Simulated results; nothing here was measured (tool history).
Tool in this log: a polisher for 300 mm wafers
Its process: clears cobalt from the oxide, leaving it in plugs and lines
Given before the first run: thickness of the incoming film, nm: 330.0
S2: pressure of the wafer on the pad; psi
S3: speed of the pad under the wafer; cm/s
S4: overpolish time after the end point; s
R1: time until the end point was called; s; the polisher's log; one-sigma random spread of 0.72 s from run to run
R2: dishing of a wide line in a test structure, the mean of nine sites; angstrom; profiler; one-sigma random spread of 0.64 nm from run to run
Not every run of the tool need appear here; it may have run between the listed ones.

Run 1, hour 0.0: flow of slurry (ml/min) 300, S2 1.7 psi, S3 110 cm/s, S4 16 s. Result: R1 75.922 s, R2 420.20 angstrom.
Run 2, hour 7.4: flow of slurry (ml/min) 300, S2 1.8 psi, S3 110 cm/s, S4 16 s. Result: R1 73.470 s, R2 419.97 angstrom.
Run 3, hour 12.5: flow of slurry (ml/min) 300, S2 1.8 psi, S3 82 cm/s, S4 16 s. Result: R1 93.588 s, R2 351.00 angstrom.
Run 4, hour 18.1: flow of slurry (ml/min) 300, S2 1.8 psi, S3 56 cm/s, S4 16 s. Result: R1 139.700 s, R2 264.74 angstrom.
Run 5, hour 24.6: flow of slurry (ml/min) 300, S2 1.9 psi, S3 60 cm/s, S4 16 s. Result: R1 125.910 s, R2 282.92 angstrom.
Run 6, hour 32.4: flow of slurry (ml/min) 300, S2 1.9 psi, S3 60 cm/s, S4 10 s. Result: R1 122.640 s, R2 193.89 angstrom.
Run 7, hour 39.2: flow of slurry (ml/min) 300, S2 2.0 psi, S3 66 cm/s, S4 11 s. Result: R1 110.790 s, R2 243.98 angstrom.
Run 8, hour 44.9: flow of slurry (ml/min) 300, S2 2.1 psi, S3 70 cm/s, S4 11 s. Result: R1 98.267 s, R2 258.36 angstrom.
Run 9, hour 46.4: flow of slurry (ml/min) 300, S2 2.2 psi, S3 74 cm/s, S4 11 s. Result: R1 88.585 s, R2 279.73 angstrom.

Predict the results of run 10:
Run 10, hour 54.9: flow of slurry (ml/min) 300, S2 2.3 psi, S3 76 cm/s, S4 11 s. Result: R1 ?, R2 ?.

R1: 83.301 s
R2: 289.84 angstrom
